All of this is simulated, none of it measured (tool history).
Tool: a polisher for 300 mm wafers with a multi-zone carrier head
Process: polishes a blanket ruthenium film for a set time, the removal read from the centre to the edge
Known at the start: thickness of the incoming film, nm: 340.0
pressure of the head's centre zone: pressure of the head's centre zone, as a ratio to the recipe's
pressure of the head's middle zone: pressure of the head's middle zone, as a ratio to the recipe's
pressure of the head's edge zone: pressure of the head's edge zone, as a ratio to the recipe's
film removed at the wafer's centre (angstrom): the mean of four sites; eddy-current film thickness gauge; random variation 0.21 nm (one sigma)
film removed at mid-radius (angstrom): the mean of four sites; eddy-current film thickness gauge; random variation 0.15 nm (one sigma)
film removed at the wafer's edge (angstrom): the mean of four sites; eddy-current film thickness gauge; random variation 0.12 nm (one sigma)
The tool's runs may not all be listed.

run	hour	flow of slurry (ml/min)	pressure of the head's centre zone	pressure of the head's middle zone	pressure of the head's edge zone	polishing time (s)	film removed at the wafer's centre (angstrom)	film removed at mid-radius (angstrom)	film removed at the wafer's edge (angstrom)
1	0	230	1	1	1	32	283.11	269.46	279.03
2	7.3	230	1	0.92	1	32	284.91	253.52	283.54
3	11	230	1	0.92	1	29	255.04	229.9	257.36
4	14.5	220	0.98	0.9	0.96	27	237.56	206.88	232.46
5	22	220	1.04	0.9	0.96	27	249.72	210.06	233.2
6	25.6	210	0.98	0.89	0.94	26	222.93	200.17	218.42

The next listed run, before its measurement:
7	27	165	0.89	0.81	0.91	23	?	?	?

film removed at the wafer's centre (angstrom): 174.79
film removed at mid-radius (angstrom): 161.4
film removed at the wafer's edge (angstrom): 192.86

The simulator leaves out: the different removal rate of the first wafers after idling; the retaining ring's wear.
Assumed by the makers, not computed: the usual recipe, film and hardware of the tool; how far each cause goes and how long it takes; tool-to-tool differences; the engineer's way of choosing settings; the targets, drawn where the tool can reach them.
